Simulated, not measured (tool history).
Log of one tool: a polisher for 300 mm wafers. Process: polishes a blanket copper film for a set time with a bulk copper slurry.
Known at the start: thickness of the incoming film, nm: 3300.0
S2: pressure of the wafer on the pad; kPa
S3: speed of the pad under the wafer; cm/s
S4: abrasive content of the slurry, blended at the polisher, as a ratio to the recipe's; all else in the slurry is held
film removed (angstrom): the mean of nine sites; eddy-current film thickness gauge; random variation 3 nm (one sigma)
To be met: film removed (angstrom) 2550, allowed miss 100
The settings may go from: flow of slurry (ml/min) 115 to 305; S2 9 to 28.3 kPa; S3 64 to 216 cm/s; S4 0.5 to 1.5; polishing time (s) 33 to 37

Run 1, day 0: flow of slurry (ml/min) 195, S2 18.6 kPa, S3 140 cm/s, S4 1, polishing time (s) 37. Result: film removed (angstrom) 5015.9.
Run 2, day 0.242: flow of slurry (ml/min) 195, S2 18.6 kPa, S3 172 cm/s, S4 1, polishing time (s) 37. Result: film removed (angstrom) 6208.5.
Run 3, day 0.392: flow of slurry (ml/min) 195, S2 16.5 kPa, S3 160 cm/s, S4 1, polishing time (s) 37. Result: film removed (angstrom) 5240.1.
Run 4, day 0.671: flow of slurry (ml/min) 195, S2 15.2 kPa, S3 148 cm/s, S4 1, polishing time (s) 37. Result: film removed (angstrom) 4645.5.
Run 5, day 0.879: flow of slurry (ml/min) 195, S2 13.8 kPa, S3 136 cm/s, S4 1, polishing time (s) 37. Result: film removed (angstrom) 3924.8.
Run 6, day 1.246: flow of slurry (ml/min) 195, S2 12.4 kPa, S3 130 cm/s, S4 1, polishing time (s) 37. Result: film removed (angstrom) 3517.9.
Run 7, day 1.488: flow of slurry (ml/min) 190, S2 9 kPa, S3 108 cm/s, S4 1, polishing time (s) 37. Result: film removed (angstrom) 2380.4.
Run 8, day 1.525: flow of slurry (ml/min) 195, S2 9 kPa, S3 108 cm/s, S4 1, polishing time (s) 37. Result: film removed (angstrom) 2397.3.

5 next moves are on the table. One of them brings every result within its allowed miss. Which?
Run A, day 1.562: flow of slurry (ml/min) 200, S2 9 kPa, S3 112 cm/s, S4 1.05, polishing time (s) 35. Result: film removed (angstrom) ?.
Run B, day 1.562: flow of slurry (ml/min) 230, S2 15.2 kPa, S3 84 cm/s, S4 0.8, polishing time (s) 33. Result: film removed (angstrom) ?.
Run C, day 1.562: flow of slurry (ml/min) 205, S2 10.3 kPa, S3 104 cm/s, S4 1.05, polishing time (s) 33. Result: film removed (angstrom) ?.
Run D, day 1.562: flow of slurry (ml/min) 175, S2 11 kPa, S3 114 cm/s, S4 1, polishing time (s) 37. Result: film removed (angstrom) ?.
Run E, day 1.562: flow of slurry (ml/min) 215, S2 9.7 kPa, S3 116 cm/s, S4 0.75, polishing time (s) 37. Result: film removed (angstrom) ?.

move  film removed (angstrom)
   A                   2377.3
   B                     2350
   C                     2303
   D                   2843.8
   E                   2519.5
A: further off than the last run
B: further off than the last run
C: further off than the last run
D: takes the result that was furthest off past its target
E: meets every target
Answer: E
